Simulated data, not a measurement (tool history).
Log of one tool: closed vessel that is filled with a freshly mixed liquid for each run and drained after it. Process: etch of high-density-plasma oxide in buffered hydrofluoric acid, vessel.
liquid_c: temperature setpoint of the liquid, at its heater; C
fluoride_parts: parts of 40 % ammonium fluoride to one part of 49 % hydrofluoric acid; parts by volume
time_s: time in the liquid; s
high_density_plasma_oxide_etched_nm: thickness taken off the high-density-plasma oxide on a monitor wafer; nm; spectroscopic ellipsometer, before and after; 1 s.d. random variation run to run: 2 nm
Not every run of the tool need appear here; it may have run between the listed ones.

| run | hour | liquid_c | fluoride_parts | time_s | high_density_plasma_oxide_etched_nm |
|---|---|---|---|---|---|
| 1 | 0 | 24 | 11 | 85 | 156.88 |
| 2 | 3.2 | 24 | 12.5 | 85 | 140.29 |
| 3 | 11.6 | 25.5 | 12.5 | 85 | 149.48 |
| 4 | 20.3 | 27 | 12.5 | 85 | 163.26 |
| 5 | 29 | 27 | 12.5 | 90 | 175.33 |
| 6 | 31.2 | 27 | 12.5 | 90 | 173.52 |
| 7 | 37.1 | 28 | 12.5 | 90 | 184.07 |
| 8 | 41.3 | 28.5 | 12.5 | 90 | 189.06 |

Estimate the outcome of run 9 from the log above:
| 9 | 44.8 | 29 | 12.5 | 90 | ? |

{"run 9": {"high_density_plasma_oxide_etched_nm": 194.61}}
